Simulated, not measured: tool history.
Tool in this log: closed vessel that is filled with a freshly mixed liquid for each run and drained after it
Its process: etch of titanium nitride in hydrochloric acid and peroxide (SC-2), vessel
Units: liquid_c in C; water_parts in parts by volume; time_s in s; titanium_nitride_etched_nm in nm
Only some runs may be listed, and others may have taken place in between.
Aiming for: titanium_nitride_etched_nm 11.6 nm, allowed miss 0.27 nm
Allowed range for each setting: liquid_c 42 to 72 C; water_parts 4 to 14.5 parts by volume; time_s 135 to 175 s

run  hour  liquid_c  water_parts  time_s  titanium_nitride_etched_nm
  1     0        58            8     175                      7.2511
  2   6.9        58            9     175                      6.5146
  3  11.7        61            9     175                      7.9574
  4  12.7        63            9     175                      9.0318
  5  16.4        63            9     175                      8.9417
  6  23.3      64.5            9     175                      9.8078
  7  31.3      65.5            9     175                      10.316
  8  33.8        66            9     175                      10.729
  9  40.7        66            9     175                      10.715
 10  43.1      66.5            9     175                      11.199

Below are 5 possible settings for the next run. Only one of them brings all results inside the allowed miss of their targets. Which is it?
  A  45.5        64          5.5     155                           ?
  B  45.5        72           11     155                           ?
  C  45.5        67            8     150                           ?
  D  45.5      68.5            9     145                           ?
  E  45.5      66.5            7     140                           ?

move  titanium_nitride_etched_nm
   A                      12.204
   B                      11.334
   C                      10.611
   D                      10.198
   E                      10.683
A: takes the result that was furthest off past its target
B: all results in spec
C: its largest miss is bigger than the last run's
D: its largest miss is bigger than the last run's
E: its largest miss is bigger than the last run's
B is the move that brings every result within its allowed miss.

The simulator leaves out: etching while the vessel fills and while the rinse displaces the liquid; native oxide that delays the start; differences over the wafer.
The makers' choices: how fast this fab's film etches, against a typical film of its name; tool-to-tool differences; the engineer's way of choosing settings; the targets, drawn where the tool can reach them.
